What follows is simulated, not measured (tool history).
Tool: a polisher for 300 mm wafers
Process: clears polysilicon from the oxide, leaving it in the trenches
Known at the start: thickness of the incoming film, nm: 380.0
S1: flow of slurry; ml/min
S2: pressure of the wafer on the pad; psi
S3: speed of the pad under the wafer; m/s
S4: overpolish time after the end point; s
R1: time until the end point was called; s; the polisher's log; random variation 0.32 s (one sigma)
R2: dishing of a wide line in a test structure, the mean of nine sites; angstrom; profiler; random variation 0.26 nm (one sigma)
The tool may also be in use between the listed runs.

run  hour   S1   S2    S3  S4      R1      R2
  1   0.0  210  2.4  0.90  12  31.129  314.56
  2   7.2  210  1.9  0.90  12  37.960  307.41
  3  12.8  210  1.8  0.92  11  38.689  305.27
  4  15.8  210  1.8  1.14  11  31.321  315.00
  5  21.4  230  1.8  1.10  10  31.990  305.73
     27.3  -- slurry nozzle cleaned
  6  27.3  230  1.8  1.10  12  30.428  314.39
  7  30.9  245  1.7  1.08  11  32.335  309.70
  8  32.0  245  1.7  1.08  11  32.842  313.24
  9  36.8  225  1.8  1.06  10  31.555  311.46
 10  41.3  240  1.7  1.02   9  34.801  307.00
 11  45.5  300  1.4  1.02   4  39.144  214.49
 12  49.7  295  1.4  1.02   4  38.942  211.52
 13  54.7  290  1.4  1.02   4  38.378  211.29
 14  56.4  285  1.4  1.02   4  39.636  210.33

Forecast run 15:
 15  62.5  280  1.4  1.02   4   ?   ?

R1: 38.981 s
R2: 214.27 angstrom
